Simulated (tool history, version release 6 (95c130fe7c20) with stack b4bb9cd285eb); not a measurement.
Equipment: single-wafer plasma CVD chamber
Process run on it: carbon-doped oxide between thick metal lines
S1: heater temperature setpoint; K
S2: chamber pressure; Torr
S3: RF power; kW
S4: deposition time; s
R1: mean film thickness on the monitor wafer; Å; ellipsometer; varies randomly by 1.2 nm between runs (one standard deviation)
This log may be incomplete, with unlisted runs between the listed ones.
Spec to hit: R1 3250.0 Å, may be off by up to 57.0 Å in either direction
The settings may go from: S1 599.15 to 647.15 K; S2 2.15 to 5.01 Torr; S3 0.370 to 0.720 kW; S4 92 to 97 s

run    day      S1    S2     S3  S4      R1
  1  0.000  623.15  3.58  0.545  97  4758.8
  2  0.204  623.15  3.58  0.500  97  4380.1
  3  0.429  624.15  3.46  0.480  97  4205.0
  4  0.721  626.15  3.31  0.465  97  3975.5
  5  0.758  628.15  3.15  0.465  97  3957.5
  6  0.942  630.15  3.02  0.455  97  3796.1
  7  1.033  632.15  2.90  0.450  97  3718.8
  8  1.133  632.15  2.90  0.450  97  3736.8
  9  1.171  633.15  2.80  0.445  97  3630.7
 10  1.546  634.15  2.71  0.445  97  3656.3
 11  1.600  635.15  2.64  0.440  97  3553.6
 12  1.971  644.15  2.15  0.410  97  3149.0
 13  2.042  643.15  2.16  0.410  97  3162.9
 14  2.062  638.15  2.42  0.420  97  3327.3
 15  2.221  639.15  2.41  0.420  97  3328.3

Exercise: of the 5 proposed moves below, exactly one satisfies all targets within the stated allowed misses. Which move is it?
  A  2.379  630.15  3.49  0.410  97   ?
  B  2.379  640.15  2.94  0.435  95   ?
  C  2.379  637.15  2.39  0.400  97   ?
  D  2.379  638.15  2.15  0.420  95   ?
  E  2.379  638.15  2.93  0.425  97   ?

move      R1
   A  3378.3
   B  3437.4
   C  3104.9
   D  3223.3
   E  3417.2
A: misses by more than the last run did
B: misses by more than the last run did
C: carries the result that was furthest off beyond its target, to the other side
D: all results land within tolerance of their targets
E: misses by more than the last run did
So the answer is move D, the one that meets all the targets.

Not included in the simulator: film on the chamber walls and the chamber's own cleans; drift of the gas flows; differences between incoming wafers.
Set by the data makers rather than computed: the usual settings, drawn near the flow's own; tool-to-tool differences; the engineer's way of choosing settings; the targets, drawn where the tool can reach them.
